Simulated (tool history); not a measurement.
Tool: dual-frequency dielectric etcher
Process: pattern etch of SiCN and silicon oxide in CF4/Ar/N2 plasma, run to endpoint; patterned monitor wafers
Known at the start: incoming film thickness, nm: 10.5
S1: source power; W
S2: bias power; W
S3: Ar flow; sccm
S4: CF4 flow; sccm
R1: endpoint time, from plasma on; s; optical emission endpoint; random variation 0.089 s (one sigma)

run,hour,S1,S2,S3,S4,R1
1,0,420,55,100,75,14.456
2,4.5,460,55,100,75,13.12
3,6.4,430,55,100,75,14.134
4,9.6,430,55,84,75,13.824
5,11,410,55,84,75,14.559
6,18.5,410,55,84,86,14.217
7,25.8,390,55,84,86,14.963
8,34.2,320,54,84,86,19.17

The next listed run, before its measurement:
9,39.8,330,54,84,86,?

{"run 9": {"R1": 18.371}}
